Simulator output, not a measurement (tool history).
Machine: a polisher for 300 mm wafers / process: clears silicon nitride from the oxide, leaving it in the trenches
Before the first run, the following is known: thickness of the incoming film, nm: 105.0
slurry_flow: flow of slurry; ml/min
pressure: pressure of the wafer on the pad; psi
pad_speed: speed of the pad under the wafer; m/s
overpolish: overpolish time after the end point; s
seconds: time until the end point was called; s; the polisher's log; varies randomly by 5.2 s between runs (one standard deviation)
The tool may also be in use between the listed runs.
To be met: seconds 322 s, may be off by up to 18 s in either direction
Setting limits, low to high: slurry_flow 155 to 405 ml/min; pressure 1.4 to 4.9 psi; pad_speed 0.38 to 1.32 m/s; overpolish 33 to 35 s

| run | hour | slurry_flow | pressure | pad_speed | overpolish | seconds |
|---|---|---|---|---|---|---|
| 1 | 0 | 260 | 3.1 | 0.84 | 33 | 124.34 |
| 2 | 1.1 | 260 | 2.8 | 0.84 | 33 | 135.97 |
| 3 | 3.7 | 260 | 2.8 | 0.84 | 33 | 134.79 |
| 4 | 11.2 | 260 | 2.8 | 0.84 | 33 | 133.16 |
| 5 | 18.5 | 260 | 2.8 | 0.84 | 35 | 135.14 |
| 6 | 19.4 | 260 | 2.8 | 0.84 | 33 | 135.45 |
| 7 | 27.7 | 255 | 2.4 | 0.72 | 33 | 179.17 |
| 8 | 31.1 | 255 | 2.1 | 0.66 | 33 | 226.09 |
| 9 | 37.5 | 255 | 1.9 | 0.64 | 33 | 248.12 |
| 10 | 43.4 | 255 | 1.8 | 0.62 | 33 | 275.37 |
| 11 | 45.7 | 255 | 1.7 | 0.62 | 33 | 295.63 |
|  | 54.2 | worn pad replaced by a new one |
| 12 | 54.2 | 255 | 1.6 | 0.62 | 33 | 280.44 |
| 13 | 61.2 | 250 | 1.4 | 0.52 | 33 | 380.01 |
| 14 | 62.1 | 250 | 1.5 | 0.52 | 33 | 350.78 |

Which single option among these 4 for the next run brings every result within its allowed miss of target? Just one does.
| A | 63 | 305 | 1.5 | 0.56 | 33 | ? |
| B | 63 | 255 | 1.9 | 0.52 | 33 | ? |
| C | 63 | 300 | 1.4 | 0.46 | 34 | ? |
| D | 63 | 160 | 1.4 | 0.5 | 35 | ? |

| move | seconds |
|---|---|
| A | 318.1 |
| B | 277.26 |
| C | 409.75 |
| D | 404.23 |
A: every result within its allowed miss
B: the result that was furthest off in the last run now lies on the other side of its target
C: misses by more than the last run did
D: misses by more than the last run did
Go with A: it meets all targets.
